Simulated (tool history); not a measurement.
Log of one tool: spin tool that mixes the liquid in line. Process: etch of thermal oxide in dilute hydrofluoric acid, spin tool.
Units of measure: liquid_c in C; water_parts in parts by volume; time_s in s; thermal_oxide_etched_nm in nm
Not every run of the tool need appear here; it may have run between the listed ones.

{"run": 1, "hour": 0.0, "liquid_c": 26.0, "water_parts": 110, "time_s": 295, "thermal_oxide_etched_nm": 13.008}
{"run": 2, "hour": 4.3, "liquid_c": 24.5, "water_parts": 110, "time_s": 295, "thermal_oxide_etched_nm": 12.295}
{"run": 3, "hour": 6.6, "liquid_c": 22.5, "water_parts": 115, "time_s": 295, "thermal_oxide_etched_nm": 10.676}
{"run": 4, "hour": 13.6, "liquid_c": 22.5, "water_parts": 115, "time_s": 315, "thermal_oxide_etched_nm": 11.444}
{"run": 5, "hour": 22.5, "liquid_c": 22.5, "water_parts": 115, "time_s": 295, "thermal_oxide_etched_nm": 10.746}
{"run": 6, "hour": 23.5, "liquid_c": 22.5, "water_parts": 85, "time_s": 295, "thermal_oxide_etched_nm": 15.091}
{"run": 7, "hour": 31.8, "liquid_c": 22.5, "water_parts": 85, "time_s": 295, "thermal_oxide_etched_nm": 15.201}
{"run": 8, "hour": 40.8, "liquid_c": 21.0, "water_parts": 95, "time_s": 295, "thermal_oxide_etched_nm": 12.549}
{"run": 9, "hour": 46.6, "liquid_c": 20.0, "water_parts": 105, "time_s": 295, "thermal_oxide_etched_nm": 10.753}
{"hour": 55.0, "done": "thermometer replaced"}
{"run": 10, "hour": 55.0, "liquid_c": 19.5, "water_parts": 110, "time_s": 295, "thermal_oxide_etched_nm": 9.7924}

Predict the results of run 11:
{"run": 11, "hour": 61.9, "liquid_c": 19.0, "water_parts": 115, "time_s": 295, "thermal_oxide_etched_nm": "?"}

Run 11 measured thermal_oxide_etched_nm 8.9899 nm.
